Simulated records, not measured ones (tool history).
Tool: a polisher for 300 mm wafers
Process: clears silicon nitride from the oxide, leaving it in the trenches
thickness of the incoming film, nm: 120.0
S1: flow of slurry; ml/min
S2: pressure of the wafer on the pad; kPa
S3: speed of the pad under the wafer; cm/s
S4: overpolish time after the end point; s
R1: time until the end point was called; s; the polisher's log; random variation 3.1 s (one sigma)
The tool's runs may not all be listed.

run	hour	S1	S2	S3	S4	R1
1	0	175	22.8	114	22	100.3
2	2.5	175	26.2	114	22	85.564
3	5.9	175	21.4	110	22	107.95
4	7.4	175	17.9	106	22	132.18
5	8	175	17.9	106	22	129.31
6	8.9	175	15.9	104	22	153.5

The next listed run, before its measurement:
7	13.6	175	14.5	104	22	?

Run 7 gave R1 160.3 s.
